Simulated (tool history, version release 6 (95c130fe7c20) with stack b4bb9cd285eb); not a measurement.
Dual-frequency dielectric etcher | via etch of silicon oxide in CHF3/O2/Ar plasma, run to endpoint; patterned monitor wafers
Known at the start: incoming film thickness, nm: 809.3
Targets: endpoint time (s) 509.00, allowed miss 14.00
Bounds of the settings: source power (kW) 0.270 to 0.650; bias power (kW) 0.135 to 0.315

run 1 hour=0.0 | source_power_(kW)=0.460 bias_power_(kW)=0.225 | endpoint_time_(s)=400.67
run 2 hour=8.7 | source_power_(kW)=0.410 bias_power_(kW)=0.209 | endpoint_time_(s)=438.34
run 3 hour=15.9 | source_power_(kW)=0.380 bias_power_(kW)=0.206 | endpoint_time_(s)=449.92
run 4 hour=22.1 | source_power_(kW)=0.380 bias_power_(kW)=0.223 | endpoint_time_(s)=429.95
run 5 hour=23.6 | source_power_(kW)=0.380 bias_power_(kW)=0.200 | endpoint_time_(s)=458.26
run 6 hour=31.9 | source_power_(kW)=0.380 bias_power_(kW)=0.222 | endpoint_time_(s)=431.69
run 7 hour=40.8 | source_power_(kW)=0.360 bias_power_(kW)=0.212 | endpoint_time_(s)=450.21
run 8 hour=44.1 | source_power_(kW)=0.340 bias_power_(kW)=0.205 | endpoint_time_(s)=467.79
run 9 hour=46.0 | source_power_(kW)=0.320 bias_power_(kW)=0.201 | endpoint_time_(s)=485.17
run 10 hour=48.6 | source_power_(kW)=0.310 bias_power_(kW)=0.200 | endpoint_time_(s)=493.58

5 next moves are on the table. One of them brings every result within its allowed miss. Which?
run A hour=51.2 | source_power_(kW)=0.310 bias_power_(kW)=0.206 | endpoint_time_(s)=?
run B hour=51.2 | source_power_(kW)=0.330 bias_power_(kW)=0.205 | endpoint_time_(s)=?
run C hour=51.2 | source_power_(kW)=0.310 bias_power_(kW)=0.212 | endpoint_time_(s)=?
run D hour=51.2 | source_power_(kW)=0.270 bias_power_(kW)=0.235 | endpoint_time_(s)=?
run E hour=51.2 | source_power_(kW)=0.270 bias_power_(kW)=0.206 | endpoint_time_(s)=?

move=A endpoint_time_(s)=484.95
move=B endpoint_time_(s)=476.65
move=C endpoint_time_(s)=476.70
move=D endpoint_time_(s)=468.80
move=E endpoint_time_(s)=506.69
A: further off than the last run
B: further off than the last run
C: further off than the last run
D: further off than the last run
E: meets every target
Answer: E
